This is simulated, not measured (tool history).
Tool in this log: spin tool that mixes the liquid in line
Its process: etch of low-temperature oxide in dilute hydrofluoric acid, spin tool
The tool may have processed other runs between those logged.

| run | day | temperature setpoint of the liquid (K) | parts of water to one part of 49 % hydrofluoric acid (parts by volume) | time under the liquid (s) | thickness taken off the low-temperature oxide on a monitor wafer (nm) |
|---|---|---|---|---|---|
| 1 | 0 | 293.15 | 190 | 35 | 2.6517 |
| 2 | 0.088 | 295.15 | 175 | 35 | 3.1287 |
| 3 | 0.125 | 296.65 | 165 | 35 | 3.5791 |
| 4 | 0.458 | 296.65 | 165 | 35 | 3.5746 |
| 5 | 0.525 | 297.65 | 160 | 35 | 3.8269 |
| 6 | 0.625 | 298.65 | 155 | 35 | 4.1522 |
| 7 | 0.946 | 298.65 | 155 | 35 | 4.1499 |
| 8 | 1.129 | 299.15 | 150 | 35 | 4.4041 |

The next listed run, before its measurement:
| 9 | 1.483 | 299.65 | 145 | 35 | ? |

Logged for run 9: thickness taken off the low-temperature oxide on a monitor wafer (nm) 4.6639.
